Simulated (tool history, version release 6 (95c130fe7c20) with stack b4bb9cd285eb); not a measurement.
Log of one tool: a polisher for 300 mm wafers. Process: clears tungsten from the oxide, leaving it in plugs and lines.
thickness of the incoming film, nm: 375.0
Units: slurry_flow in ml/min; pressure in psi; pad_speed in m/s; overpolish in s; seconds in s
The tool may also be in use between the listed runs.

run  hour  slurry_flow  pressure  pad_speed  slurry_solids  overpolish  seconds
  1     0          190       2.8          1              1          14   107.74
  2   8.7          195       3.2          1              1          14   92.568
  3  13.3          195       3.2          1              1          14    91.47
  4  14.7          205       3.5          1              1          14    84.15
  5  16.5          205       3.5          1            0.9          14   85.527
  6  24.1          205       3.5          1           0.75          14   88.386

For run 7, what comes out?
  7  29.2          205       3.8          1           0.75          14        ?

{"run 7": {"seconds": 81.607}}
